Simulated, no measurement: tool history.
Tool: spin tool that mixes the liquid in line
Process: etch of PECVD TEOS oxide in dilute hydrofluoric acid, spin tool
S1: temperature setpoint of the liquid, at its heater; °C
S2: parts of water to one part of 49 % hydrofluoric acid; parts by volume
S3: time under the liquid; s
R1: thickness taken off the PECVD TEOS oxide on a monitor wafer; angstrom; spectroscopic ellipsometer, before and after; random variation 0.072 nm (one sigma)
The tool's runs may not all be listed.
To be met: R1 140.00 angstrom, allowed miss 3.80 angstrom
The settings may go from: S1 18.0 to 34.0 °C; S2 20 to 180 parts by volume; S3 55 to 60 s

run  hour    S1   S2  S3      R1
  1   0.0  26.0  100  55  192.91
  2   7.8  26.0   70  55  284.18
  3  15.8  25.0   75  55  256.59
  4  19.6  24.5   80  55  232.61
  5  25.8  24.5   80  60  255.17
  6  28.9  26.5   80  60  276.21
     31.2  -- hydrofluoric acid flow meter replaced
  7  31.2  25.5   85  60  231.06
  8  35.8  21.5   85  60  197.35
  9  37.1  21.5   85  60  196.48
 10  43.7  21.0   85  60  194.33
 11  50.8  21.0   85  60  192.25
 12  59.0  18.0  105  60  134.80

4 next moves are on the table. One of them brings every result within its allowed miss. Which?
  A  67.2  18.0  100  55   ?
  B  67.2  19.0  105  60   ?
  C  67.2  18.0  110  60   ?
  D  67.2  18.5  110  60   ?

move      R1
   A  130.35
   B  140.42
   C  127.91
   D  130.59
A: further off than the last run
B: meets every target
C: further off than the last run
D: further off than the last run
Answer: B
